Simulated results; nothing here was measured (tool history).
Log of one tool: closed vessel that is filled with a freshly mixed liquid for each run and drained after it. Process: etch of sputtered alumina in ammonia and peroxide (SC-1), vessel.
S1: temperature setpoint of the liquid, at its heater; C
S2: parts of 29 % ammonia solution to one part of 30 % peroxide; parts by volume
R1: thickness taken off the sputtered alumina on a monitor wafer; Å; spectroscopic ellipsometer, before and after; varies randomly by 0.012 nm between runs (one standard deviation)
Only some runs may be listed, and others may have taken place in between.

{"run": 1, "hour": 0.0, "S1": 54.0, "S2": 0.5, "time in the liquid (s)": 40, "R1": 23.568}
{"run": 2, "hour": 2.5, "S1": 54.0, "S2": 0.6, "time in the liquid (s)": 40, "R1": 23.502}
{"run": 3, "hour": 6.3, "S1": 48.5, "S2": 0.6, "time in the liquid (s)": 40, "R1": 17.888}
{"run": 4, "hour": 7.1, "S1": 45.0, "S2": 0.6, "time in the liquid (s)": 40, "R1": 14.776}
{"run": 5, "hour": 13.9, "S1": 44.5, "S2": 0.6, "time in the liquid (s)": 40, "R1": 14.127}
{"run": 6, "hour": 19.5, "S1": 44.5, "S2": 0.7, "time in the liquid (s)": 40, "R1": 14.292}

The next listed run, before its measurement:
{"run": 7, "hour": 22.6, "S1": 44.0, "S2": 0.7, "time in the liquid (s)": 40, "R1": "?"}

{"run 7": {"R1": 13.786}}
